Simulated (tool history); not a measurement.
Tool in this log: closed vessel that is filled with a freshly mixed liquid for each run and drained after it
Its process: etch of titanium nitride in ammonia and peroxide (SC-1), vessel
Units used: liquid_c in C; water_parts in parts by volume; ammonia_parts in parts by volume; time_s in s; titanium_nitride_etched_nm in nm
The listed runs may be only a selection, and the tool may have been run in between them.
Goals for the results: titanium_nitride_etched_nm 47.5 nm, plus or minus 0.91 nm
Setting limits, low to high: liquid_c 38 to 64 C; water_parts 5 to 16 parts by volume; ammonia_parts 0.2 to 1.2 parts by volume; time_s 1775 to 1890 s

run  hour  liquid_c  water_parts  ammonia_parts  time_s  titanium_nitride_etched_nm
  1     0        48            9            0.8    1775                      107.72
  2   8.2      46.5          9.5            0.8    1775                      94.485
  3  14.8      46.5           11            0.8    1775                      87.229
  4  17.9      45.5           11            0.8    1775                       81.58
  5    22      45.5         12.5            0.8    1775                      76.354
  6  25.2      44.5         12.5            0.8    1775                       70.84
  7  32.7        44         12.5            0.8    1775                      68.384
  8  40.3      43.5         12.5            0.8    1775                      66.324
  9  44.8        43         12.5            0.8    1775                      63.509
 10  50.4      42.5         12.5            0.8    1775                      60.993
 11  54.7        42         12.5            0.8    1775                      59.277
 12  57.1      41.5         12.5            0.8    1775                      57.219
 13  60.6        41         12.5            0.8    1775                      54.877
 14  67.2      40.5         12.5            0.8    1775                      52.837
 15  68.7      39.5         12.5            0.8    1775                      49.371

Next run, 5 choices. One meets every target within its allowed miss, the rest don't. Which?
  A  70.2      38.5         10.5           0.75    1795                           ?
  B  70.2        41           16            0.8    1800                           ?
  C  70.2        41         15.5            1.1    1775                           ?
  D  70.2      38.5         12.5              1    1775                           ?
  E  70.2        40           12            0.4    1880                           ?

move  titanium_nitride_etched_nm
   A                      50.092
   B                      48.967
   C                      51.812
   D                      47.419
   E                      49.028
A: moves away from the targets compared with the last run
B: closer than the last run, but not yet in spec
C: moves away from the targets compared with the last run
D: each result inside its tolerance
E: closer than the last run, but not yet in spec
So the answer is move D, the one that meets all the targets.

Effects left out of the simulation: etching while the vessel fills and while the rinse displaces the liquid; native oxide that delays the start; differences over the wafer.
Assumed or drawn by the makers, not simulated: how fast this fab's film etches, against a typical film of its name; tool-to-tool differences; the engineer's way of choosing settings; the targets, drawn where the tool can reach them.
